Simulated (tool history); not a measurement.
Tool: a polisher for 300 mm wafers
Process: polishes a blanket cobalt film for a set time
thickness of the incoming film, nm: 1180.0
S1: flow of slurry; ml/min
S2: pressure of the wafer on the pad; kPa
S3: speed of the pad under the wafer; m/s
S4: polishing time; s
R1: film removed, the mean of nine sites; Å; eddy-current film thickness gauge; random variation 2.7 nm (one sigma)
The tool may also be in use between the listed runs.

run,hour,S1,S2,S3,S4,R1
1,0,255,13.8,1.1,101,5906.1
2,8.3,255,13.8,0.92,101,5023.7
3,12.4,255,13.8,0.92,106,5284.7
4,18.3,255,10.3,0.92,106,4308
5,25.5,255,9.7,0.9,106,4056.3
6,28.5,255,9,0.88,106,3837.4

The next listed run, before its measurement:
7,30.7,255,8.3,0.86,106,?

Run 7 gave R1 3579.7 Å.
